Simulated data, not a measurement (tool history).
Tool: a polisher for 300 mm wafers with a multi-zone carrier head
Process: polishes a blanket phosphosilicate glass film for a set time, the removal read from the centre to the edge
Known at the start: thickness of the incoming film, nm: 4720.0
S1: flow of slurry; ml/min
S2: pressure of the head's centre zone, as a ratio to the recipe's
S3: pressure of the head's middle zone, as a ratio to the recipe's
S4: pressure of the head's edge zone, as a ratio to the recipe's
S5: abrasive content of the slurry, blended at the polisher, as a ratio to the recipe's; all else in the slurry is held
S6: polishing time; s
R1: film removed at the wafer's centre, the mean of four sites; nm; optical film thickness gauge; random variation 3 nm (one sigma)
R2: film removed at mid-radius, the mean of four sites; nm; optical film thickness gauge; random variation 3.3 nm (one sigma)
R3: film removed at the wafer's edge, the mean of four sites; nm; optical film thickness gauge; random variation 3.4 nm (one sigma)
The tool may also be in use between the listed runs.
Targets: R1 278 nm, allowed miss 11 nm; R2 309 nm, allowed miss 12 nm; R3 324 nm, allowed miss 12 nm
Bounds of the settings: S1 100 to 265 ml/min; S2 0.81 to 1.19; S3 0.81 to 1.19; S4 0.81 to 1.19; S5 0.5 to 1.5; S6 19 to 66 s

run	hour	S1	S2	S3	S4	S5	S6	R1	R2	R3
1	0	170	1	1	1	1	42	270.39	256.63	255.92
2	8.9	170	1	1	1	0.85	42	239.65	226.31	228.25
3	17.4	170	1	1	1	0.75	42	214.95	200.94	208.42
4	25.3	170	0.98	1	1.03	0.8	42	222.28	217.87	219.19
5	27.7	170	1.03	1	1.03	0.8	42	233.75	209.46	216.14
6	33.2	170	1.03	1.03	1.03	0.8	42	233.76	221.85	224.73
7	40.7	155	1.02	1.03	1.06	0.85	43	242.77	231.51	236.52
# hour 46: centre zone pressure recalibrated
8	46	145	1	1.03	1.08	0.9	43	228.17	239.34	250.72
9	54.3	195	1.01	1.08	1.18	1.15	44	287.92	320.34	331.04
10	57.6	190	1.01	1.08	1.18	1.15	44	288.22	311.82	329.43

5 next moves are on the table. One of them brings every result within its allowed miss. Which?
A	60.9	180	0.99	1.07	1.18	1.05	46	?	?	?
B	60.9	240	1.03	0.98	1.15	0.9	51	?	?	?
C	60.9	190	0.91	1.01	1.19	1.3	44	?	?	?
D	60.9	185	1.01	1.02	1.15	1.05	49	?	?	?
E	60.9	215	1.1	1.05	1.09	1.05	44	?	?	?

move	R1	R2	R3
A	281.57	307.31	315.19
B	306.06	298.44	320.2
C	281.08	319.2	343.22
D	307.55	316.83	332.61
E	308.92	297.67	295.53
A: meets every target
B: further off than the last run
C: brings the result that was furthest off to its target, and leaves another outside
D: further off than the last run
E: further off than the last run
The right move is A.

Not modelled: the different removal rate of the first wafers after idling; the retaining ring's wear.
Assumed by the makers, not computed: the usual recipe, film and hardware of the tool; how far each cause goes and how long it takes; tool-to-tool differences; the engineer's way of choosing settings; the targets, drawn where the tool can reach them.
